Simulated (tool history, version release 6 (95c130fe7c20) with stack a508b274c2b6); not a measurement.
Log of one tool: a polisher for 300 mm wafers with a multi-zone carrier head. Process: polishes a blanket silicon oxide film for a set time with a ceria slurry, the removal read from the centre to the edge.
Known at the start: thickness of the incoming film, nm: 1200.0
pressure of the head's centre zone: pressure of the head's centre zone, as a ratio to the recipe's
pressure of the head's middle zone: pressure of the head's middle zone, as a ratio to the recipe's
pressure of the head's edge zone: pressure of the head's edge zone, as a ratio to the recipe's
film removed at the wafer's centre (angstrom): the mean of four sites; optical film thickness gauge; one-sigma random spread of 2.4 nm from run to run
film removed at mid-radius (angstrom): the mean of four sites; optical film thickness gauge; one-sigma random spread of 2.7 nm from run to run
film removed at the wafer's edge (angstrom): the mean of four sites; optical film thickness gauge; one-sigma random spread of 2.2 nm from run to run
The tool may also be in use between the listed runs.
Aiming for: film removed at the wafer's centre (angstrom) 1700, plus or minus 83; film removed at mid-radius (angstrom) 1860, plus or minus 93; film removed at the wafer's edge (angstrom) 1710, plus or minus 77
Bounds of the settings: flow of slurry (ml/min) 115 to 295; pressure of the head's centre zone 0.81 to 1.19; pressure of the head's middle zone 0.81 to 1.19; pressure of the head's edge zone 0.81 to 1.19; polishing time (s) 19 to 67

run	hour	flow of slurry (ml/min)	pressure of the head's centre zone	pressure of the head's middle zone	pressure of the head's edge zone	polishing time (s)	film removed at the wafer's centre (angstrom)	film removed at mid-radius (angstrom)	film removed at the wafer's edge (angstrom)
1	0	190	1	1	1	43	2079.4	2092	2066.8
2	5.8	150	1	1	1	43	1938.2	2051.7	2035.8
3	7.4	150	0.96	1	1	43	1902	2050.4	2066.6
4	15.8	150	0.97	1.01	0.98	42	1875.3	2064.1	1936.9
5	23.6	150	0.97	1	0.97	41	1833.2	1989.4	1897.1
6	28.9	150	0.97	1	0.97	47	2151.2	2308	2176.4
7	36.4	150	0.96	0.99	0.95	45	2004.2	2116.5	2121.6
8	43.7	150	0.96	0.99	0.95	45	2028.8	2159.7	2084.4
9	46.5	150	0.94	1	0.87	37	1591.5	1764.4	1646.9

Consider the 5 candidate settings below. Which is the only one whose results all fall within their allowed miss of target?
A	49.3	130	0.85	1.02	0.93	41	?	?	?
B	49.3	180	0.99	0.81	0.85	35	?	?	?
C	49.3	150	0.93	0.96	0.89	36	?	?	?
D	49.3	130	0.97	1.02	0.85	40	?	?	?
E	49.3	145	1.01	1.11	0.83	36	?	?	?

move	film removed at the wafer's centre (angstrom)	film removed at mid-radius (angstrom)	film removed at the wafer's edge (angstrom)
A	1518.4	1933.4	1834.5
B	1634.4	1460.9	1584.9
C	1517.3	1668.7	1618.6
D	1692.4	1885.2	1717.8
E	1636.5	1872.5	1557
A: lands further from the targets than the last run did
B: brings the last run's worst result on target, with another outside its allowed miss
C: lands further from the targets than the last run did
D: every result within its allowed miss
E: brings the last run's worst result on target, with another outside its allowed miss
The right move is D.
